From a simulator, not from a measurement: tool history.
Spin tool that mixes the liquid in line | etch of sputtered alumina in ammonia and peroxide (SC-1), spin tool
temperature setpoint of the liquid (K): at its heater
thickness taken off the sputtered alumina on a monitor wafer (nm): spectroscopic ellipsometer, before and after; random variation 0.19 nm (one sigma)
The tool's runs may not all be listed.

run    day  temperature setpoint of the liquid (K)  parts of 29 % ammonia solution to one part of 30 % peroxide (parts by volume)  time under the liquid (s)  thickness taken off the sputtered alumina on a monitor wafer (nm)
  1      0                                  322.15                                                                            0.7                        320                                                             21.022
  2  0.292                                  322.15                                                                            0.6                        320                                                             20.695
  3    0.6                                  322.15                                                                            0.6                        320                                                             20.602
  4  0.938                                  322.15                                                                            0.6                        345                                                             22.273
  5  1.042                                  324.65                                                                            0.6                        345                                                             25.651
  6  1.296                                  324.65                                                                            0.6                        320                                                             23.726
  7  1.504                                  326.65                                                                            0.6                        320                                                             26.428
  8  1.833                                  328.15                                                                            0.6                        320                                                             28.573

The next listed run, before its measurement:
  9  2.142                                  333.65                                                                            0.6                        320                                                                  ?

Run 9 gave thickness taken off the sputtered alumina on a monitor wafer (nm) 38.099.
